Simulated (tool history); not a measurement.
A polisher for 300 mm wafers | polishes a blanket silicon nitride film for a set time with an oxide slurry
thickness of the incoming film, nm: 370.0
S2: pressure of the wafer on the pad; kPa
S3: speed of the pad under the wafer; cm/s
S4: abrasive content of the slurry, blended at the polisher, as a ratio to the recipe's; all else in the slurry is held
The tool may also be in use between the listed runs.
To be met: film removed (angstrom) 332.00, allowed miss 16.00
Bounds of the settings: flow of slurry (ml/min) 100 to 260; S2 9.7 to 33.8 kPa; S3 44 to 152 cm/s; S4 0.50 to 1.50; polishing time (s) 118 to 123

Run 1, hour 0.0: flow of slurry (ml/min) 165, S2 21.4 kPa, S3 98 cm/s, S4 1.00, polishing time (s) 118. Result: film removed (angstrom) 524.11.
Run 2, hour 3.6: flow of slurry (ml/min) 185, S2 21.4 kPa, S3 98 cm/s, S4 1.00, polishing time (s) 118. Result: film removed (angstrom) 537.23.
Run 3, hour 7.0: flow of slurry (ml/min) 185, S2 21.4 kPa, S3 86 cm/s, S4 1.00, polishing time (s) 118. Result: film removed (angstrom) 494.13.
Run 4, hour 9.7: flow of slurry (ml/min) 185, S2 18.6 kPa, S3 86 cm/s, S4 1.00, polishing time (s) 118. Result: film removed (angstrom) 431.53.
Run 5, hour 11.1: flow of slurry (ml/min) 185, S2 18.6 kPa, S3 86 cm/s, S4 0.85, polishing time (s) 118. Result: film removed (angstrom) 396.79.
Run 6, hour 15.3: flow of slurry (ml/min) 185, S2 18.6 kPa, S3 86 cm/s, S4 0.85, polishing time (s) 118. Result: film removed (angstrom) 400.67.
Run 7, hour 17.4: flow of slurry (ml/min) 185, S2 17.9 kPa, S3 86 cm/s, S4 0.85, polishing time (s) 118. Result: film removed (angstrom) 381.07.
Run 8, hour 23.2: flow of slurry (ml/min) 180, S2 17.2 kPa, S3 86 cm/s, S4 0.85, polishing time (s) 118. Result: film removed (angstrom) 376.09.
Run 9, hour 27.0: flow of slurry (ml/min) 180, S2 16.5 kPa, S3 86 cm/s, S4 0.85, polishing time (s) 118. Result: film removed (angstrom) 366.66.

Which of these 5 next moves meets every target?
Run A, hour 30.8: flow of slurry (ml/min) 195, S2 16.5 kPa, S3 80 cm/s, S4 0.80, polishing time (s) 118. Result: film removed (angstrom) ?.
Run B, hour 30.8: flow of slurry (ml/min) 210, S2 18.6 kPa, S3 100 cm/s, S4 0.70, polishing time (s) 118. Result: film removed (angstrom) ?.
Run C, hour 30.8: flow of slurry (ml/min) 175, S2 17.2 kPa, S3 86 cm/s, S4 0.90, polishing time (s) 119. Result: film removed (angstrom) ?.
Run D, hour 30.8: flow of slurry (ml/min) 185, S2 17.2 kPa, S3 88 cm/s, S4 1.00, polishing time (s) 118. Result: film removed (angstrom) ?.
Run E, hour 30.8: flow of slurry (ml/min) 195, S2 19.3 kPa, S3 84 cm/s, S4 0.75, polishing time (s) 123. Result: film removed (angstrom) ?.

move  film removed (angstrom)
   A                   340.90
   B                   401.04
   C                   395.20
   D                   424.88
   E                   393.20
A: meets every target
B: further off than the last run
C: further off than the last run
D: further off than the last run
E: further off than the last run
Move A is the one to make.
